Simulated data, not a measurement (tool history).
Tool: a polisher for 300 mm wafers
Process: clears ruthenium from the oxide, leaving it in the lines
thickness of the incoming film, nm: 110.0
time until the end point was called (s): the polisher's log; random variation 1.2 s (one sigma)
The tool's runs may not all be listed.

run	hour	flow of slurry (ml/min)	pressure of the wafer on the pad (kPa)	speed of the pad under the wafer (cm/s)	overpolish time after the end point (s)	time until the end point was called (s)
1	0.0	225	11.7	110	40	84.168
2	6.6	225	11.7	110	43	85.384
3	11.7	260	11.7	110	43	84.474
4	14.7	260	13.8	110	43	70.963
5	23.1	260	15.9	110	43	61.757
# hour 24.5: slurry nozzle cleaned
6	24.5	260	17.9	110	43	53.975
7	29.5	260	15.9	108	43	63.159

Run 8 comes next. What will it give?
8	34.9	260	14.5	106	43	?

{"run 8": {"time until the end point was called (s)": 68.822}}
